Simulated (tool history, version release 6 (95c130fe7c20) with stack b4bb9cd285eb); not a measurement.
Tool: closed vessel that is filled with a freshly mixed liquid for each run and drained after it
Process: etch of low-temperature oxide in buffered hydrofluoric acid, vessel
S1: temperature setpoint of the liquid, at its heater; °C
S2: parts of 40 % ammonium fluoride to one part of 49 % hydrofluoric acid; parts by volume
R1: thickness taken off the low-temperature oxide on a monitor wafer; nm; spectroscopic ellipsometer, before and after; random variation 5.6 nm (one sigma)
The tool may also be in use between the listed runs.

run 1 hour=0.0 | S1=24.0 S2=12.0 time_in_the_liquid_(s)=105 | R1=287.82
run 2 hour=7.6 | S1=27.5 S2=12.0 time_in_the_liquid_(s)=105 | R1=352.75
run 3 hour=13.0 | S1=27.5 S2=14.0 time_in_the_liquid_(s)=105 | R1=300.83
run 4 hour=15.2 | S1=27.5 S2=10.5 time_in_the_liquid_(s)=105 | R1=395.89
run 5 hour=24.1 | S1=27.5 S2=9.0 time_in_the_liquid_(s)=105 | R1=447.78
run 6 hour=27.2 | S1=28.5 S2=8.5 time_in_the_liquid_(s)=105 | R1=499.89
run 7 hour=34.3 | S1=29.5 S2=8.0 time_in_the_liquid_(s)=105 | R1=562.77

Run 8 comes next. What will it give?
run 8 hour=35.4 | S1=30.0 S2=8.0 time_in_the_liquid_(s)=105 | R1=?

R1: 584.85 nm

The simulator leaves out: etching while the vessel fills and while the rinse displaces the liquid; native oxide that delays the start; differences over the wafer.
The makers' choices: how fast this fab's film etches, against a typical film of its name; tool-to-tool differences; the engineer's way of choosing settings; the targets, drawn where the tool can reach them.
